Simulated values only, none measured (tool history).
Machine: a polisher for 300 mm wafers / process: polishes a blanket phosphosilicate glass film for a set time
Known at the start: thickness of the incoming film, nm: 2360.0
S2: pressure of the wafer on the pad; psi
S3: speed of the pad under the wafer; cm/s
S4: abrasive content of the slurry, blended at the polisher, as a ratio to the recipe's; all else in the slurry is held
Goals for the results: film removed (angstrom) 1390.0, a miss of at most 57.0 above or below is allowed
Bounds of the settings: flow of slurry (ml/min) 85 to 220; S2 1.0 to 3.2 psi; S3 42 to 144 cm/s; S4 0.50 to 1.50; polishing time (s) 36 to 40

{"run": 1, "hour": 0.0, "flow of slurry (ml/min)": 140, "S2": 2.1, "S3": 92, "S4": 1.0, "polishing time (s)": 40, "film removed (angstrom)": 1762.3}
{"run": 2, "hour": 2.6, "flow of slurry (ml/min)": 140, "S2": 2.0, "S3": 92, "S4": 1.0, "polishing time (s)": 40, "film removed (angstrom)": 1708.3}
{"run": 3, "hour": 9.0, "flow of slurry (ml/min)": 170, "S2": 2.0, "S3": 92, "S4": 1.0, "polishing time (s)": 40, "film removed (angstrom)": 1694.6}
{"run": 4, "hour": 11.4, "flow of slurry (ml/min)": 170, "S2": 1.9, "S3": 92, "S4": 1.0, "polishing time (s)": 40, "film removed (angstrom)": 1641.3}
{"run": 5, "hour": 12.9, "flow of slurry (ml/min)": 170, "S2": 1.9, "S3": 92, "S4": 1.0, "polishing time (s)": 40, "film removed (angstrom)": 1661.4}
{"run": 6, "hour": 15.0, "flow of slurry (ml/min)": 145, "S2": 1.9, "S3": 92, "S4": 1.0, "polishing time (s)": 40, "film removed (angstrom)": 1634.4}
{"run": 7, "hour": 22.3, "flow of slurry (ml/min)": 145, "S2": 1.8, "S3": 92, "S4": 1.0, "polishing time (s)": 40, "film removed (angstrom)": 1524.4}
{"run": 8, "hour": 27.2, "flow of slurry (ml/min)": 145, "S2": 1.7, "S3": 92, "S4": 1.0, "polishing time (s)": 40, "film removed (angstrom)": 1490.1}

Next run, 5 choices. One meets every target within its allowed miss, the rest don't. Which?
{"run": "A", "hour": 32.1, "flow of slurry (ml/min)": 165, "S2": 1.8, "S3": 92, "S4": 1.15, "polishing time (s)": 39, "film removed (angstrom)": "?"}
{"run": "B", "hour": 32.1, "flow of slurry (ml/min)": 140, "S2": 1.9, "S3": 106, "S4": 1.0, "polishing time (s)": 38, "film removed (angstrom)": "?"}
{"run": "C", "hour": 32.1, "flow of slurry (ml/min)": 165, "S2": 2.1, "S3": 82, "S4": 1.05, "polishing time (s)": 39, "film removed (angstrom)": "?"}
{"run": "D", "hour": 32.1, "flow of slurry (ml/min)": 125, "S2": 2.0, "S3": 82, "S4": 1.25, "polishing time (s)": 39, "film removed (angstrom)": "?"}
{"run": "E", "hour": 32.1, "flow of slurry (ml/min)": 170, "S2": 2.4, "S3": 48, "S4": 1.05, "polishing time (s)": 40, "film removed (angstrom)": "?"}

move=A film_removed_(angstrom)=1592.0
move=B film_removed_(angstrom)=1655.4
move=C film_removed_(angstrom)=1638.7
move=D film_removed_(angstrom)=1602.5
move=E film_removed_(angstrom)=1341.3
A: moves away from the targets compared with the last run
B: moves away from the targets compared with the last run
C: moves away from the targets compared with the last run
D: moves away from the targets compared with the last run
E: meets every target
E is the move that brings every result within its allowed miss.
